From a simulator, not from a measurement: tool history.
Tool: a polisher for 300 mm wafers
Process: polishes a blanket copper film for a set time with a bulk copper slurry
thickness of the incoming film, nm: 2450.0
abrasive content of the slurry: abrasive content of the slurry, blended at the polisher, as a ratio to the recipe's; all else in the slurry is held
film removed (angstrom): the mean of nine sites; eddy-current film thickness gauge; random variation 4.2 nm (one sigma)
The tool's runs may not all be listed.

| run | hour | flow of slurry (ml/min) | pressure of the wafer on the pad (kPa) | speed of the pad under the wafer (m/s) | abrasive content of the slurry | polishing time (s) | film removed (angstrom) |
|---|---|---|---|---|---|---|---|
| 1 | 0 | 305 | 19.3 | 1.42 | 1 | 69 | 7459.5 |
| 2 | 2.8 | 305 | 17.2 | 1.42 | 1 | 69 | 6740.8 |
| 3 | 10 | 305 | 17.2 | 1.42 | 1 | 69 | 6711 |
| 4 | 10.6 | 305 | 20 | 1.42 | 1 | 69 | 7879.9 |
| 5 | 17.6 | 305 | 17.9 | 1.42 | 1 | 69 | 7005.4 |
| 6 | 18.6 | 305 | 20.7 | 1.42 | 1 | 69 | 7974.6 |
| 7 | 20.2 | 305 | 18.6 | 1.42 | 1 | 69 | 7198.1 |

Forecast run 8:
| 8 | 21.1 | 305 | 17.2 | 1.42 | 1 | 69 | ? |

{"run 8": {"film removed (angstrom)": 6822.4}}

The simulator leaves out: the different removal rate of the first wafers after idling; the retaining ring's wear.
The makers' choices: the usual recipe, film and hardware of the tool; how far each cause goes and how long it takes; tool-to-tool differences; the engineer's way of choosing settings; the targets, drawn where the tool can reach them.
